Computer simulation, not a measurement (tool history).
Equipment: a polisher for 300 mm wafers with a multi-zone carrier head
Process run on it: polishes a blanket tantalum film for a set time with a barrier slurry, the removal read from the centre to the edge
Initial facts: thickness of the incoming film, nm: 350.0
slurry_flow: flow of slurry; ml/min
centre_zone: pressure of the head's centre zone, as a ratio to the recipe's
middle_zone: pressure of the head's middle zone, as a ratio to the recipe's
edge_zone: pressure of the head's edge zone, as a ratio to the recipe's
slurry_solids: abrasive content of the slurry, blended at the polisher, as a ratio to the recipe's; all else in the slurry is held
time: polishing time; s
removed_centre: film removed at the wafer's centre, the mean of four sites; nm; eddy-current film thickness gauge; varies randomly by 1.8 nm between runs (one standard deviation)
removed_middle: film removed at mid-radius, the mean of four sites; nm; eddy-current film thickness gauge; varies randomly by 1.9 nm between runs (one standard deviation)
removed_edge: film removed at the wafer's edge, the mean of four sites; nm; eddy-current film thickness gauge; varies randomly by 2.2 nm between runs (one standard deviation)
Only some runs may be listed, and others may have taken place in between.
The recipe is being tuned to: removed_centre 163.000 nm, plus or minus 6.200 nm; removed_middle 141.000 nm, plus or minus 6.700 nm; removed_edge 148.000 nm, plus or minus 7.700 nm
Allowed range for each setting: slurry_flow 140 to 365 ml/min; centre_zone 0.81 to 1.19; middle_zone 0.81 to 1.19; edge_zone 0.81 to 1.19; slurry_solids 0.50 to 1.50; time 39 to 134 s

Run 1, hour 0.0: slurry_flow 235 ml/min, centre_zone 1.00, middle_zone 1.00, edge_zone 1.00, slurry_solids 1.00, time 86 s. Result: removed_centre 92.924 nm, removed_middle 95.604 nm, removed_edge 91.834 nm.
Run 2, hour 0.7: slurry_flow 235 ml/min, centre_zone 1.00, middle_zone 0.95, edge_zone 1.00, slurry_solids 1.00, time 86 s. Result: removed_centre 92.586 nm, removed_middle 91.408 nm, removed_edge 93.102 nm.
Run 3, hour 3.5: slurry_flow 235 ml/min, centre_zone 1.03, middle_zone 0.95, edge_zone 1.00, slurry_solids 1.00, time 86 s. Result: removed_centre 96.166 nm, removed_middle 92.860 nm, removed_edge 91.572 nm.
Run 4, hour 12.3: slurry_flow 235 ml/min, centre_zone 1.04, middle_zone 0.94, edge_zone 1.01, slurry_solids 1.05, time 89 s. Result: removed_centre 101.260 nm, removed_middle 93.560 nm, removed_edge 94.701 nm.
Run 5, hour 18.0: slurry_flow 235 ml/min, centre_zone 1.09, middle_zone 0.94, edge_zone 1.01, slurry_solids 1.05, time 89 s. Result: removed_centre 107.650 nm, removed_middle 96.322 nm, removed_edge 96.267 nm.
Run 6, hour 23.4: slurry_flow 235 ml/min, centre_zone 1.09, middle_zone 0.94, edge_zone 1.03, slurry_solids 1.10, time 93 s. Result: removed_centre 113.170 nm, removed_middle 101.840 nm, removed_edge 104.960 nm.
Run 7, hour 26.9: slurry_flow 270 ml/min, centre_zone 1.19, middle_zone 1.01, edge_zone 1.08, slurry_solids 1.35, time 109 s. Result: removed_centre 152.170 nm, removed_middle 134.400 nm, removed_edge 132.720 nm.
Run 8, hour 33.5: slurry_flow 270 ml/min, centre_zone 1.19, middle_zone 1.01, edge_zone 1.09, slurry_solids 1.35, time 110 s. Result: removed_centre 154.030 nm, removed_middle 134.570 nm, removed_edge 138.280 nm.
Run 9, hour 39.6: slurry_flow 270 ml/min, centre_zone 1.19, middle_zone 1.00, edge_zone 1.09, slurry_solids 1.40, time 112 s. Result: removed_centre 159.420 nm, removed_middle 136.560 nm, removed_edge 140.770 nm.

Pick the move, out of 4, that brings all results within their allowed miss; only one does.
Run A, hour 45.7: slurry_flow 300 ml/min, centre_zone 1.19, middle_zone 0.86, edge_zone 1.07, slurry_solids 1.25, time 118 s. Result: removed_centre ?, removed_middle ?, removed_edge ?.
Run B, hour 45.7: slurry_flow 270 ml/min, centre_zone 1.15, middle_zone 0.96, edge_zone 1.09, slurry_solids 1.35, time 119 s. Result: removed_centre ?, removed_middle ?, removed_edge ?.
Run C, hour 45.7: slurry_flow 295 ml/min, centre_zone 1.19, middle_zone 1.13, edge_zone 1.01, slurry_solids 1.45, time 104 s. Result: removed_centre ?, removed_middle ?, removed_edge ?.
Run D, hour 45.7: slurry_flow 245 ml/min, centre_zone 1.19, middle_zone 1.09, edge_zone 0.95, slurry_solids 1.30, time 113 s. Result: removed_centre ?, removed_middle ?, removed_edge ?.

move  removed_centre  removed_middle  removed_edge
   A         166.590         127.950       143.150
   B         163.900         142.580       147.330
   C         152.380         146.440       126.650
   D         157.980         147.600       128.420
A: the furthest-off result lands on target, but another misses its tolerance
B: all results land within tolerance of their targets
C: moves away from the targets compared with the last run
D: moves away from the targets compared with the last run
Answer: B
